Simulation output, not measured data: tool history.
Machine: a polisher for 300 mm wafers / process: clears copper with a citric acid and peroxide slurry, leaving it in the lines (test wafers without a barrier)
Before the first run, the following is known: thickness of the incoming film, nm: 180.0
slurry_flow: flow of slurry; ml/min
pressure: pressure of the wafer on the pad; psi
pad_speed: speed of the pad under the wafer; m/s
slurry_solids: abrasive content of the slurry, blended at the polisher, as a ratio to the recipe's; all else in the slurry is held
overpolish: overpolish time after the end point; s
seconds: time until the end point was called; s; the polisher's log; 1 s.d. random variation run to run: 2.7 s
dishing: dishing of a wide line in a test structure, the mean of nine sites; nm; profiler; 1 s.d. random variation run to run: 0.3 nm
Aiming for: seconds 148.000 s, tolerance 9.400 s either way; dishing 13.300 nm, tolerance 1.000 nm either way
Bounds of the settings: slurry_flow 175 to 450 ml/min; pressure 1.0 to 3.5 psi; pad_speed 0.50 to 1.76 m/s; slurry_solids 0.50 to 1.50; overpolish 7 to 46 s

{"run": 1, "hour": 0.0, "slurry_flow": 290, "pressure": 2.2, "pad_speed": 1.12, "slurry_solids": 1.0, "overpolish": 24, "seconds": 94.286, "dishing": 22.438}
{"run": 2, "hour": 4.7, "slurry_flow": 290, "pressure": 2.1, "pad_speed": 1.12, "slurry_solids": 1.0, "overpolish": 23, "seconds": 99.211, "dishing": 21.262}
{"run": 3, "hour": 6.4, "slurry_flow": 355, "pressure": 2.1, "pad_speed": 1.12, "slurry_solids": 1.0, "overpolish": 23, "seconds": 96.703, "dishing": 22.212}
{"run": 4, "hour": 14.8, "slurry_flow": 355, "pressure": 2.1, "pad_speed": 1.02, "slurry_solids": 1.0, "overpolish": 23, "seconds": 106.07, "dishing": 20.027}
{"run": 5, "hour": 15.7, "slurry_flow": 355, "pressure": 2.1, "pad_speed": 1.02, "slurry_solids": 1.15, "overpolish": 23, "seconds": 103.86, "dishing": 21.045}
{"run": 6, "hour": 16.7, "slurry_flow": 355, "pressure": 2.0, "pad_speed": 1.02, "slurry_solids": 1.15, "overpolish": 22, "seconds": 105.22, "dishing": 19.697}
{"run": 7, "hour": 18.6, "slurry_flow": 355, "pressure": 1.9, "pad_speed": 1.02, "slurry_solids": 1.15, "overpolish": 22, "seconds": 109.34, "dishing": 19.676}
{"run": 8, "hour": 23.4, "slurry_flow": 355, "pressure": 1.8, "pad_speed": 1.02, "slurry_solids": 1.15, "overpolish": 21, "seconds": 111.6, "dishing": 19.559}
{"run": 9, "hour": 32.0, "slurry_flow": 355, "pressure": 1.7, "pad_speed": 1.0, "slurry_solids": 1.15, "overpolish": 20, "seconds": 121.44, "dishing": 17.561}

Next run, 5 choices. One meets every target within its allowed miss, the rest don't. Which?
{"run": "A", "hour": 40.6, "slurry_flow": 395, "pressure": 1.5, "pad_speed": 0.9, "slurry_solids": 0.9, "overpolish": 17, "seconds": "?", "dishing": "?"}
{"run": "B", "hour": 40.6, "slurry_flow": 400, "pressure": 1.8, "pad_speed": 0.78, "slurry_solids": 1.1, "overpolish": 42, "seconds": "?", "dishing": "?"}
{"run": "C", "hour": 40.6, "slurry_flow": 290, "pressure": 1.3, "pad_speed": 0.98, "slurry_solids": 1.35, "overpolish": 40, "seconds": "?", "dishing": "?"}
{"run": "D", "hour": 40.6, "slurry_flow": 260, "pressure": 2.1, "pad_speed": 0.86, "slurry_solids": 1.0, "overpolish": 18, "seconds": "?", "dishing": "?"}
{"run": "E", "hour": 40.6, "slurry_flow": 390, "pressure": 1.0, "pad_speed": 0.8, "slurry_solids": 1.2, "overpolish": 20, "seconds": "?", "dishing": "?"}

move=A seconds=147.200 dishing=12.513
move=B seconds=146.920 dishing=24.488
move=C seconds=138.090 dishing=24.420
move=D seconds=131.000 dishing=14.478
move=E seconds=184.610 dishing=11.828
A: hits every target within its allowed miss
B: moves away from the targets compared with the last run
C: moves away from the targets compared with the last run
D: nearer the targets than the last run, but a result is still out of spec
E: the result that was furthest off in the last run now lies on the other side of its target
So the answer is move A, the one that meets all the targets.

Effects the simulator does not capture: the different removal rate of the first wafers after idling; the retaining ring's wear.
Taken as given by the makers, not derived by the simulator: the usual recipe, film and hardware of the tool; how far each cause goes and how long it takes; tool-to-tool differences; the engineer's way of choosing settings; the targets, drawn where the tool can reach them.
